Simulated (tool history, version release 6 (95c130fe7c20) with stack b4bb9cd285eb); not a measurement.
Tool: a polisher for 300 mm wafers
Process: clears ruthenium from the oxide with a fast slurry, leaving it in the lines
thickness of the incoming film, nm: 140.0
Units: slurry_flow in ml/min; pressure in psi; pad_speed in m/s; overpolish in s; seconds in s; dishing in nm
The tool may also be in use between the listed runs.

| run | day | slurry_flow | pressure | pad_speed | slurry_solids | overpolish | seconds | dishing |
|---|---|---|---|---|---|---|---|---|
| 1 | 0.000 | 255 | 2.8 | 1.08 | 1.0 | 11 | 43.284 | 28.445 |
| 2 | 0.271 | 225 | 2.8 | 1.08 | 1.0 | 11 | 43.663 | 28.127 |
| 3 | 0.492 | 225 | 2.7 | 1.08 | 1.0 | 11 | 46.223 | 27.637 |
| 4 | 0.838 | 225 | 2.6 | 1.08 | 1.0 | 11 | 48.336 | 26.428 |
|  | 1.196 | worn pad replaced by a new one |
| 5 | 1.196 | 225 | 2.6 | 1.08 | 1.0 | 6 | 42.007 | 17.483 |
| 6 | 1.217 | 175 | 2.6 | 1.08 | 1.0 | 6 | 43.730 | 15.829 |
| 7 | 1.308 | 175 | 2.5 | 1.08 | 1.0 | 7 | 44.799 | 18.318 |
| 8 | 1.617 | 175 | 2.4 | 1.08 | 1.0 | 8 | 47.106 | 20.130 |
| 9 | 1.646 | 175 | 2.3 | 1.08 | 1.0 | 8 | 49.203 | 19.169 |
| 10 | 1.688 | 175 | 2.2 | 1.08 | 1.0 | 8 | 50.845 | 19.213 |

Forecast run 11:
| 11 | 1.950 | 175 | 2.1 | 1.08 | 1.0 | 8 | ? | ? |

seconds: 54.587 s
dishing: 17.936 nm

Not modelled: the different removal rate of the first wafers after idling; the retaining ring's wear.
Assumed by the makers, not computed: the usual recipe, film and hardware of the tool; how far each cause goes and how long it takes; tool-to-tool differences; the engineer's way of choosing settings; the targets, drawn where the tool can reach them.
